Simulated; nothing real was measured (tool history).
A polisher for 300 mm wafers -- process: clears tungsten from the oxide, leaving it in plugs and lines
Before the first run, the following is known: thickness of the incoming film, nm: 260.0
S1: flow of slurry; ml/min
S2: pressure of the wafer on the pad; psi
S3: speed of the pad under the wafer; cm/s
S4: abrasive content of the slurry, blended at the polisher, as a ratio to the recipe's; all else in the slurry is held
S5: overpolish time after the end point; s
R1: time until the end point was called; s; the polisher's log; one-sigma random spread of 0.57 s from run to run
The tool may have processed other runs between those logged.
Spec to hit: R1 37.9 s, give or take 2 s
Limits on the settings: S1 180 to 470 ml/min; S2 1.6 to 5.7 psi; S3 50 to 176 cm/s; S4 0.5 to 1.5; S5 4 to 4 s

Run 1, hour 0: S1 300 ml/min, S2 3.6 psi, S3 112 cm/s, S4 1, S5 4 s. Result: R1 57.501 s.
Run 2, hour 7: S1 300 ml/min, S2 3.6 psi, S3 112 cm/s, S4 1, S5 4 s. Result: R1 57.231 s.
Run 3, hour 13.7: S1 300 ml/min, S2 3.6 psi, S3 112 cm/s, S4 1, S5 4 s. Result: R1 57.218 s.
Run 4, hour 22.4: S1 235 ml/min, S2 3.6 psi, S3 112 cm/s, S4 1, S5 4 s. Result: R1 59.598 s.
Run 5, hour 28.5: S1 235 ml/min, S2 3.6 psi, S3 112 cm/s, S4 1, S5 4 s. Result: R1 60.02 s.
Run 6, hour 33.4: S1 240 ml/min, S2 3.9 psi, S3 112 cm/s, S4 1, S5 4 s. Result: R1 54.618 s.
Run 7, hour 36: S1 240 ml/min, S2 4.1 psi, S3 112 cm/s, S4 1, S5 4 s. Result: R1 50.305 s.
At hour 39.9: slurry blender recalibrated.
Run 8, hour 39.9: S1 240 ml/min, S2 4.3 psi, S3 112 cm/s, S4 1, S5 4 s. Result: R1 45.13 s.
Run 9, hour 48.6: S1 240 ml/min, S2 4.8 psi, S3 114 cm/s, S4 1, S5 4 s. Result: R1 40.768 s.

Exactly one of the 5 candidate moves below puts every result within its allowed miss. Which one?
Run A, hour 57.3: S1 320 ml/min, S2 5.1 psi, S3 92 cm/s, S4 1.1, S5 4 s. Result: R1 ?.
Run B, hour 57.3: S1 290 ml/min, S2 3.9 psi, S3 148 cm/s, S4 0.75, S5 4 s. Result: R1 ?.
Run C, hour 57.3: S1 300 ml/min, S2 4.2 psi, S3 104 cm/s, S4 1, S5 4 s. Result: R1 ?.
Run D, hour 57.3: S1 220 ml/min, S2 4.8 psi, S3 116 cm/s, S4 1.1, S5 4 s. Result: R1 ?.
Run E, hour 57.3: S1 205 ml/min, S2 5.7 psi, S3 114 cm/s, S4 1, S5 4 s. Result: R1 ?.

move      R1
   A  44.707
   B  41.801
   C    49.6
   D  39.459
   E  35.445
A: further off than the last run
B: further off than the last run
C: further off than the last run
D: every result within its allowed miss
E: pushes the last run's worst result past its target
Answer: D
